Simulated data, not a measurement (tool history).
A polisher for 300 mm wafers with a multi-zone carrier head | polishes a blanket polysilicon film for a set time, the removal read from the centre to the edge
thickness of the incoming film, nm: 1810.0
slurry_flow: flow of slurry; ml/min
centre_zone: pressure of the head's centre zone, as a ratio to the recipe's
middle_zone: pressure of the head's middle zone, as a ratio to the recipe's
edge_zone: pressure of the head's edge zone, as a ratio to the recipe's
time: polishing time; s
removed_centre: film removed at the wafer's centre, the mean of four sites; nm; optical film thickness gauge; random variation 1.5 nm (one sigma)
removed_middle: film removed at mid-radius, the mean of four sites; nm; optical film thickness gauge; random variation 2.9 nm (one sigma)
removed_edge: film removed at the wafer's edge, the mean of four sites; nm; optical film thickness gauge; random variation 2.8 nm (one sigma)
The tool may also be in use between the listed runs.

run	hour	slurry_flow	centre_zone	middle_zone	edge_zone	time	removed_centre	removed_middle	removed_edge
1	0.0	230	1.00	1.00	1.00	48	194.26	196.61	188.74
2	3.0	190	1.00	1.00	1.00	48	186.67	187.22	183.91
3	5.8	190	1.00	1.00	1.06	48	188.23	190.73	193.99
4	11.9	140	1.00	1.00	1.06	48	173.38	180.35	181.45
5	14.3	170	1.00	1.00	1.06	48	183.29	182.54	185.26
6	22.1	215	1.00	1.05	1.08	49	195.71	201.74	197.14
7	22.9	245	1.00	1.09	1.10	50	204.77	212.28	204.74

Run 8 comes next. What will it give?
8	29.2	265	1.00	1.12	1.10	52	?	?	?

{"run 8": {"removed_centre": 214.11, "removed_middle": 226.46, "removed_edge": 219.7}}
